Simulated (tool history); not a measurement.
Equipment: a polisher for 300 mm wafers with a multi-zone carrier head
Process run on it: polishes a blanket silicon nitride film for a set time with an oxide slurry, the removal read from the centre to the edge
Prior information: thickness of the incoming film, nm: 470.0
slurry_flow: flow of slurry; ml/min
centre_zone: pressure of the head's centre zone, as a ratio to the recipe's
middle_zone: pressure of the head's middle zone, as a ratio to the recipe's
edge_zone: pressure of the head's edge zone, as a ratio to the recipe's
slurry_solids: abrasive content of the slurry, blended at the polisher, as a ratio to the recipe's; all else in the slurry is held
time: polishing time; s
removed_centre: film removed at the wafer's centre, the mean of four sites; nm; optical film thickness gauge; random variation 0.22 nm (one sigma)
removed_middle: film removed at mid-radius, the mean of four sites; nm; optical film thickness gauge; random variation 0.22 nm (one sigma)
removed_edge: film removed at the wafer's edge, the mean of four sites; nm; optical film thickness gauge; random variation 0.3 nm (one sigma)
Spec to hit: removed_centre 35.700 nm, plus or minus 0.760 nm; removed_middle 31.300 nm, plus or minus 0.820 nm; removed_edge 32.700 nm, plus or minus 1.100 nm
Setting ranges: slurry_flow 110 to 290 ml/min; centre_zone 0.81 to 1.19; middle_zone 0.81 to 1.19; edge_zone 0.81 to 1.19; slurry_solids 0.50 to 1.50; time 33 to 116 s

run 1 hour=0.0 | slurry_flow=185 centre_zone=1.00 middle_zone=1.00 edge_zone=1.00 slurry_solids=1.00 time=74 | removed_centre=32.040 removed_middle=31.448 removed_edge=31.354
run 2 hour=3.4 | slurry_flow=185 centre_zone=1.00 middle_zone=1.00 edge_zone=1.00 slurry_solids=1.20 time=74 | removed_centre=34.271 removed_middle=34.043 removed_edge=34.595
run 3 hour=5.0 | slurry_flow=185 centre_zone=1.01 middle_zone=0.99 edge_zone=0.99 slurry_solids=1.20 time=74 | removed_centre=34.835 removed_middle=33.283 removed_edge=34.139
run 4 hour=9.5 | slurry_flow=185 centre_zone=1.02 middle_zone=0.98 edge_zone=0.98 slurry_solids=1.20 time=74 | removed_centre=35.227 removed_middle=33.169 removed_edge=34.656
run 5 hour=12.9 | slurry_flow=185 centre_zone=1.02 middle_zone=0.98 edge_zone=1.06 slurry_solids=1.20 time=74 | removed_centre=35.570 removed_middle=32.916 removed_edge=35.053
run 6 hour=16.0 | slurry_flow=205 centre_zone=1.02 middle_zone=0.98 edge_zone=1.06 slurry_solids=1.20 time=74 | removed_centre=35.746 removed_middle=33.507 removed_edge=35.384
run 7 hour=21.2 | slurry_flow=200 centre_zone=1.03 middle_zone=0.98 edge_zone=1.04 slurry_solids=1.20 time=74 | removed_centre=36.286 removed_middle=33.196 removed_edge=35.080
run 8 hour=30.0 | slurry_flow=195 centre_zone=1.04 middle_zone=0.98 edge_zone=1.02 slurry_solids=1.20 time=74 | removed_centre=36.492 removed_middle=33.385 removed_edge=34.119
run 9 hour=36.0 | slurry_flow=190 centre_zone=1.04 middle_zone=0.97 edge_zone=1.01 slurry_solids=1.20 time=74 | removed_centre=35.958 removed_middle=32.973 removed_edge=34.216
run 10 hour=41.8 | slurry_flow=185 centre_zone=1.05 middle_zone=0.96 edge_zone=1.00 slurry_solids=1.20 time=74 | removed_centre=36.325 removed_middle=32.602 removed_edge=34.203

Consider the 5 candidate settings below. Which is the only one whose results all fall within their allowed miss of target?
run A hour=47.6 | slurry_flow=215 centre_zone=1.07 middle_zone=1.03 edge_zone=1.03 slurry_solids=1.15 time=66 | removed_centre=? removed_middle=? removed_edge=?
run B hour=47.6 | slurry_flow=190 centre_zone=1.08 middle_zone=0.97 edge_zone=1.02 slurry_solids=1.25 time=69 | removed_centre=? removed_middle=? removed_edge=?
run C hour=47.6 | slurry_flow=170 centre_zone=1.03 middle_zone=0.90 edge_zone=1.00 slurry_solids=1.30 time=69 | removed_centre=? removed_middle=? removed_edge=?
run D hour=47.6 | slurry_flow=180 centre_zone=1.10 middle_zone=0.99 edge_zone=0.98 slurry_solids=1.10 time=68 | removed_centre=? removed_middle=? removed_edge=?
run E hour=47.6 | slurry_flow=185 centre_zone=1.08 middle_zone=0.99 edge_zone=1.03 slurry_solids=1.10 time=69 | removed_centre=? removed_middle=? removed_edge=?

move=A removed_centre=33.271 removed_middle=30.960 removed_edge=30.430
move=B removed_centre=35.514 removed_middle=31.202 removed_edge=32.295
move=C removed_centre=33.607 removed_middle=29.184 removed_edge=32.038
move=D removed_centre=33.523 removed_middle=29.441 removed_edge=29.446
move=E removed_centre=33.572 removed_middle=30.018 removed_edge=30.715
A: the furthest-off result lands on target, but another misses its tolerance
B: every result lands within tolerance
C: takes the result that was furthest off past its target
D: takes the result that was furthest off past its target
E: takes the result that was furthest off past its target
Answer: B

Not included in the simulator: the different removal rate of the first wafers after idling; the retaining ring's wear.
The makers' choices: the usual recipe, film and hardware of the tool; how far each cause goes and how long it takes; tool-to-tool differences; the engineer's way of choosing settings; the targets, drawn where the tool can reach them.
